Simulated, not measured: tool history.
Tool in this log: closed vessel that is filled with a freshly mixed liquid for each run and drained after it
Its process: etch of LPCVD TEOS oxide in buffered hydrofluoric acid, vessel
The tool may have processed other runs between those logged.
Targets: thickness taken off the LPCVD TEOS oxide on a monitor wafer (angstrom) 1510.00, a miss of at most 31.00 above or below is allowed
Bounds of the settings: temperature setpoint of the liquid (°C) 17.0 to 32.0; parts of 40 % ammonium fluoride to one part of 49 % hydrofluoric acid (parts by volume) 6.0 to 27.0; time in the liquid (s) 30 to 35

| run | day | temperature setpoint of the liquid (°C) | parts of 40 % ammonium fluoride to one part of 49 % hydrofluoric acid (parts by volume) | time in the liquid (s) | thickness taken off the LPCVD TEOS oxide on a monitor wafer (angstrom) |
|---|---|---|---|---|---|
| 1 | 0.000 | 25.0 | 16.5 | 35 | 660.31 |
| 2 | 0.071 | 27.0 | 14.5 | 35 | 841.98 |
| 3 | 0.271 | 28.5 | 13.5 | 35 | 980.11 |
| 4 | 0.600 | 29.5 | 12.5 | 35 | 1117.50 |
| 5 | 0.796 | 30.0 | 12.0 | 35 | 1189.00 |
| 6 | 1.046 | 30.5 | 11.5 | 35 | 1273.40 |
| 7 | 1.083 | 31.0 | 11.0 | 35 | 1371.90 |
| 8 | 1.275 | 31.5 | 11.0 | 35 | 1400.00 |
|  | 1.588 | thermometer replaced |
| 9 | 1.588 | 32.0 | 10.5 | 35 | 1688.50 |
| 10 | 1.808 | 31.5 | 10.5 | 35 | 1651.50 |
| 11 | 2.075 | 31.0 | 10.5 | 35 | 1598.60 |
| 12 | 2.275 | 30.5 | 10.5 | 35 | 1562.00 |
| 13 | 2.496 | 30.5 | 10.5 | 35 | 1565.70 |

Below are 4 possible settings for the next run. Only one of them brings all results inside the allowed miss of their targets. Which is it?
| A | 2.717 | 30.5 | 8.5 | 30 | ? |
| B | 2.717 | 31.5 | 12.0 | 35 | ? |
| C | 2.717 | 32.0 | 9.0 | 30 | ? |
| D | 2.717 | 29.5 | 8.5 | 30 | ? |

| move | thickness taken off the LPCVD TEOS oxide on a monitor wafer (angstrom) |
|---|---|
| A | 1596.70 |
| B | 1445.90 |
| C | 1622.50 |
| D | 1515.20 |
A: lands further from the targets than the last run did
B: takes the biggest miss from the last run beyond its target
C: lands further from the targets than the last run did
D: in spec on every target
Answer: D
